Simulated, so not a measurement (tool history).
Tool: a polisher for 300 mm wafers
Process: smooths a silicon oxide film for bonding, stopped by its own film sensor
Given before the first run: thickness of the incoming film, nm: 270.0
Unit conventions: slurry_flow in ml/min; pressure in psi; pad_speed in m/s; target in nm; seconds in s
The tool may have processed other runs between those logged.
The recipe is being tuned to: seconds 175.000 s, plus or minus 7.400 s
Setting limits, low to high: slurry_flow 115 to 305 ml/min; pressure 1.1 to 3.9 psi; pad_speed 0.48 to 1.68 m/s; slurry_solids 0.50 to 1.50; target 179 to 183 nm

run,day,slurry_flow,pressure,pad_speed,slurry_solids,target,seconds
1,0.000,195,2.5,1.08,1.00,183,88.967
2,0.238,195,2.5,1.08,1.00,179,92.915
3,0.388,195,2.5,1.08,1.00,183,88.580
4,0.542,195,2.1,1.04,1.00,183,103.480
5,0.708,150,2.1,1.04,1.00,183,112.840
6,0.958,145,1.8,1.02,1.00,183,123.030
7,1.050,140,1.6,0.98,1.00,183,143.470
8,1.212,135,1.1,0.96,1.00,183,190.450

Consider the 5 candidate settings below. Which is the only one whose results all fall within their allowed miss of target?
A,1.375,115,1.1,0.92,1.05,183,?
B,1.375,115,1.1,1.04,1.00,179,?
C,1.375,140,1.1,0.88,1.00,182,?
D,1.375,140,1.2,0.94,1.05,183,?
E,1.375,115,1.7,0.88,0.75,180,?

move,seconds
A,202.160
B,197.970
C,208.460
D,178.490
E,208.930
A: its largest miss is bigger than the last run's
B: its largest miss is bigger than the last run's
C: its largest miss is bigger than the last run's
D: every result lands within tolerance
E: its largest miss is bigger than the last run's
Correct choice: D, which meets every target
